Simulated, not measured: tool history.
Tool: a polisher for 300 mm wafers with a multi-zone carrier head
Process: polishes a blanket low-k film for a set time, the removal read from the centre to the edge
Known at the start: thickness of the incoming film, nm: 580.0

run    day  flow of slurry (ml/min)  pressure of the head's centre zone  pressure of the head's middle zone  pressure of the head's edge zone  abrasive content of the slurry  polishing time (s)  film removed at the wafer's centre (nm)  film removed at mid-radius (nm)  film removed at the wafer's edge (nm)
  1  0.000                      300                                1.00                                1.00                              1.00                            1.00                  56                                   15.525                           15.698                                 15.584
  2  0.212                      230                                1.00                                1.00                              1.00                            1.00                  56                                   15.265                           15.355                                 15.159
  3  0.371                      265                                1.00                                1.00                              1.00                            1.00                  56                                   15.568                           15.422                                 15.446
  4  0.542                      270                                1.02                                1.02                              1.01                            1.00                  56                                   16.115                           15.659                                 15.454
  5  0.583                      270                                1.02                                1.06                              1.01                            1.00                  56                                   16.156                           15.985                                 15.414
  6  0.929                      275                                1.02                                1.08                              1.02                            1.05                  56                                   16.150                           16.653                                 16.051

Forecast run 7:
  7  1.204                      280                                1.03                                1.09                              1.02                            1.05                  56                                        ?                                ?                                      ?

{"run 7": {"film removed at the wafer's centre (nm)": 16.698, "film removed at mid-radius (nm)": 16.796, "film removed at the wafer's edge (nm)": 16.405}}

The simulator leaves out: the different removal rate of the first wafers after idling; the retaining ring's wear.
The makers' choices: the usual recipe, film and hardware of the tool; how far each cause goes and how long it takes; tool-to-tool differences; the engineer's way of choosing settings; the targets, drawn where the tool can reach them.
